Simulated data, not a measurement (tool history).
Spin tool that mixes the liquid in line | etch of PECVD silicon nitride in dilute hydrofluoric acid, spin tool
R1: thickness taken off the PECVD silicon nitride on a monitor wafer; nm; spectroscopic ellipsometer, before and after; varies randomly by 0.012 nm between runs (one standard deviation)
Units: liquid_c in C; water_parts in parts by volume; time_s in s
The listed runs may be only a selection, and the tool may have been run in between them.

Run 1, hour 0.0: liquid_c 24.0 C, water_parts 155 parts by volume, time_s 85 s. Result: R1 1.26830 nm.
Run 2, hour 4.9: liquid_c 22.5 C, water_parts 155 parts by volume, time_s 85 s. Result: R1 1.14750 nm.
Run 3, hour 5.6: liquid_c 21.0 C, water_parts 155 parts by volume, time_s 85 s. Result: R1 1.05460 nm.
Run 4, hour 14.6: liquid_c 24.0 C, water_parts 155 parts by volume, time_s 85 s. Result: R1 1.24530 nm.
Run 5, hour 21.1: liquid_c 26.5 C, water_parts 155 parts by volume, time_s 85 s. Result: R1 1.49430 nm.
Run 6, hour 29.1: liquid_c 24.0 C, water_parts 160 parts by volume, time_s 85 s. Result: R1 1.23880 nm.
Run 7, hour 34.9: liquid_c 22.5 C, water_parts 160 parts by volume, time_s 85 s. Result: R1 1.10860 nm.
Run 8, hour 41.5: liquid_c 21.5 C, water_parts 160 parts by volume, time_s 85 s. Result: R1 1.03150 nm.
At hour 45.9: hydrofluoric acid flow meter replaced.
Run 9, hour 45.9: liquid_c 20.5 C, water_parts 160 parts by volume, time_s 85 s. Result: R1 0.92234 nm.

The next listed run, before its measurement:
Run 10, hour 51.9: liquid_c 20.0 C, water_parts 160 parts by volume, time_s 85 s. Result: R1 ?.

R1: 0.90402 nm
